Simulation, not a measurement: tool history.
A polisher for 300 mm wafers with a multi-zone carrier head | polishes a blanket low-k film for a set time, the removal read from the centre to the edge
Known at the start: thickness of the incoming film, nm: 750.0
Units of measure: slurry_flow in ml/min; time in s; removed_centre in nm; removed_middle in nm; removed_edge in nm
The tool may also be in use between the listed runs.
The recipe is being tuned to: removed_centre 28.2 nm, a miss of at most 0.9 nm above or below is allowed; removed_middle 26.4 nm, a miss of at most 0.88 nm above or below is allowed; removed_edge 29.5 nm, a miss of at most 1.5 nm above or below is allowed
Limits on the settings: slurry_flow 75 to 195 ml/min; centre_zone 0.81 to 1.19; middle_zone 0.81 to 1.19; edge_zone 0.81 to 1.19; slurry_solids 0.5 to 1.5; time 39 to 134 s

run	day	slurry_flow	centre_zone	middle_zone	edge_zone	slurry_solids	time	removed_centre	removed_middle	removed_edge
1	0	125	1	1	1	1	86	24.083	24.544	23.683
2	0.321	135	1	0.98	1.04	1.05	86	25.033	24.918	24.477
3	0.646	135	0.99	0.96	1.07	1.1	86	25.104	24.91	24.16
4	0.771	125	0.98	0.93	1.06	1.15	90	25.721	25.161	26.075
5	1.117	125	0.98	1.01	1.06	1.15	90	25.414	26.443	26.62
6	1.308	125	0.98	1.01	1.06	1.35	90	26.827	28.092	27.179
7	1.479	120	0.99	0.99	1.08	1.4	91	27.635	28.585	27.824
8	1.638	115	0.99	0.95	1.1	1.4	92	27.905	27.525	28.42

Of the 5 settings listed for the next run, only one would bring every result within its allowed miss of target. Which one?
A	1.796	105	1.09	0.81	1.18	1.4	95	?	?	?
B	1.796	100	1.03	0.82	1.1	1.45	98	?	?	?
C	1.796	75	1.02	0.9	1.14	1.4	103	?	?	?
D	1.796	80	1.04	0.81	1.16	1.4	99	?	?	?
E	1.796	80	1.06	0.81	1.19	1.35	108	?	?	?

move	removed_centre	removed_middle	removed_edge
A	30.86	25.453	29.926
B	29.959	26.383	29.953
C	28.264	26.739	30.091
D	28.297	24.741	29.529
E	31.157	26.72	32.272
A: moves the result that the last run missed by most past its target, out the other side
B: brings the last run's worst result on target, with another outside its allowed miss
C: all results land within tolerance of their targets
D: moves the result that the last run missed by most past its target, out the other side
E: brings the last run's worst result on target, with another outside its allowed miss
The move that meets every target is C.
